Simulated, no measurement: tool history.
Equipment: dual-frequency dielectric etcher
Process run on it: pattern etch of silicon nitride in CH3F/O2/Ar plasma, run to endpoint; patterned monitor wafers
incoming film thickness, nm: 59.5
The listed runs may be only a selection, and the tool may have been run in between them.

run,hour,source power (W),bias power (W),endpoint time (s)
1,0,280,54,124.56
2,8,260,53,130.65
3,15.9,250,53,133.09
4,18.7,280,53,126.98
5,26.8,270,53,126.76
6,33.7,260,53,130.73

Forecast run 7:
7,38.1,220,52,?

endpoint time (s): 142
